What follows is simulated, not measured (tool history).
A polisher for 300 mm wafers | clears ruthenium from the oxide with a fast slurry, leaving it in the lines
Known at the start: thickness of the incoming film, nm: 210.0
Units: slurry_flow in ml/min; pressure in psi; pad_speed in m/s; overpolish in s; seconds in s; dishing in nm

| run | hour | slurry_flow | pressure | pad_speed | slurry_solids | overpolish | seconds | dishing |
|---|---|---|---|---|---|---|---|---|
| 1 | 0 | 285 | 2 | 1.18 | 1 | 23 | 61.764 | 61.579 |
| 2 | 6.6 | 355 | 2 | 1.18 | 1 | 23 | 60.175 | 61.64 |
| 3 | 12.7 | 355 | 2 | 1.18 | 1.15 | 23 | 56.712 | 63.894 |
| 4 | 21 | 350 | 1.8 | 1.1 | 1.1 | 25 | 70.585 | 59.339 |
| 5 | 28.4 | 350 | 1.6 | 1.06 | 1.1 | 26 | 81.65 | 53.944 |
| 6 | 31 | 350 | 1.5 | 1.02 | 1.1 | 27 | 90.952 | 50.451 |
| 7 | 35.3 | 350 | 1.4 | 1 | 1.1 | 28 | 95.164 | 48.263 |
| 8 | 43.7 | 345 | 0.9 | 0.74 | 1.05 | 36 | 198.77 | 32.027 |
| 9 | 46.2 | 350 | 1 | 0.74 | 1.05 | 35 | 180.83 | 34.308 |
| 10 | 52.4 | 350 | 1 | 0.74 | 1.05 | 35 | 178.93 | 34.207 |
| 11 | 58.4 | 355 | 1.1 | 0.74 | 1.05 | 35 | 163.21 | 38.33 |
| 12 | 61.2 | 365 | 1.1 | 0.74 | 1.05 | 34 | 164.13 | 35.668 |
| 13 | 64.8 | 370 | 1.1 | 0.74 | 1.05 | 34 | 167 | 36.729 |
| 14 | 69 | 380 | 1.1 | 0.74 | 1.05 | 33 | 166.52 | 35.479 |
| 15 | 70.3 | 380 | 1.4 | 0.76 | 1.05 | 33 | 128.57 | 45.584 |

The next listed run, before its measurement:
| 16 | 75.4 | 365 | 1.4 | 0.76 | 1.05 | 33 | ? | ? |

{"run 16": {"seconds": 129.19, "dishing": 43.935}}

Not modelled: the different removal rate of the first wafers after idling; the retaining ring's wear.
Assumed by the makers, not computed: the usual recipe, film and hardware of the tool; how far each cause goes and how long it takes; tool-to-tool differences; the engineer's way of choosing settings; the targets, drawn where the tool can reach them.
